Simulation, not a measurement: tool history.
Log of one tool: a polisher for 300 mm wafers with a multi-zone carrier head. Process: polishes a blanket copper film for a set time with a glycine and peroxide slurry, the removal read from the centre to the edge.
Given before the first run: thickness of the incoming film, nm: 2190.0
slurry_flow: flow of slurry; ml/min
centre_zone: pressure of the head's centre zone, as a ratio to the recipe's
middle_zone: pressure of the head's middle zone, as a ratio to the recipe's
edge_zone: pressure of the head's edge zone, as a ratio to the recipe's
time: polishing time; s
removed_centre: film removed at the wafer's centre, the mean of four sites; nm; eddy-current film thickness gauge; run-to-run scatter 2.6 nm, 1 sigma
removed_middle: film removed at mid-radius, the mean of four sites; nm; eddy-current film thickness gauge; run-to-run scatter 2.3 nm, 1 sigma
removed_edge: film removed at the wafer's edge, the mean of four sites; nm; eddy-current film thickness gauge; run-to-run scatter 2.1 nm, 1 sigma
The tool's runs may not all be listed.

Run 1, hour 0: slurry_flow 255 ml/min, centre_zone 1, middle_zone 1, edge_zone 1, time 61 s. Result: removed_centre 222.94 nm, removed_middle 232.76 nm, removed_edge 236.42 nm.
Run 2, hour 8: slurry_flow 290 ml/min, centre_zone 1, middle_zone 1, edge_zone 1, time 61 s. Result: removed_centre 226.34 nm, removed_middle 238.77 nm, removed_edge 237.8 nm.
Run 3, hour 11.8: slurry_flow 295 ml/min, centre_zone 1.02, middle_zone 1.02, edge_zone 1.02, time 64 s. Result: removed_centre 245.22 nm, removed_middle 255.16 nm, removed_edge 250.17 nm.
Run 4, hour 14.1: slurry_flow 295 ml/min, centre_zone 1.08, middle_zone 1.02, edge_zone 1.02, time 64 s. Result: removed_centre 258.78 nm, removed_middle 251.77 nm, removed_edge 253.69 nm.
Run 5, hour 21.2: slurry_flow 355 ml/min, centre_zone 1.08, middle_zone 1.02, edge_zone 1.02, time 64 s. Result: removed_centre 271.14 nm, removed_middle 260.51 nm, removed_edge 257.66 nm.
Run 6, hour 28.4: slurry_flow 355 ml/min, centre_zone 1.08, middle_zone 1.02, edge_zone 1.02, time 70 s. Result: removed_centre 294.41 nm, removed_middle 282.47 nm, removed_edge 281.16 nm.

The next listed run, before its measurement:
Run 7, hour 34.7: slurry_flow 355 ml/min, centre_zone 1.09, middle_zone 1.04, edge_zone 1.04, time 72 s. Result: removed_centre ?, removed_middle ?, removed_edge ?.

removed_centre: 304.24 nm
removed_middle: 297.98 nm
removed_edge: 289.45 nm
